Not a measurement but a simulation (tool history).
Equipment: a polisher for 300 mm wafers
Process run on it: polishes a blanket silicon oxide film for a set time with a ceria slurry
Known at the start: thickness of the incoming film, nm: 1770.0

run	hour	flow of slurry (ml/min)	pressure of the wafer on the pad (kPa)	speed of the pad under the wafer (m/s)	polishing time (s)	film removed (nm)
1	0.0	215	24.1	1.38	109	561.99
2	7.8	215	20.0	1.38	109	492.08
3	14.6	215	20.0	1.38	114	516.54
4	16.8	250	20.0	1.38	114	531.28
5	23.9	250	20.0	1.08	114	445.45
6	30.0	250	20.0	1.40	114	532.85
7	31.1	205	13.1	1.38	114	388.25
8	35.4	200	13.1	1.38	114	387.15
# hour 43.6: worn pad replaced by a new one
9	43.6	185	12.4	1.38	114	411.71

Run 10 is up next; what results do you expect?
10	47.3	195	12.4	1.38	114	?

film removed (nm): 414.00
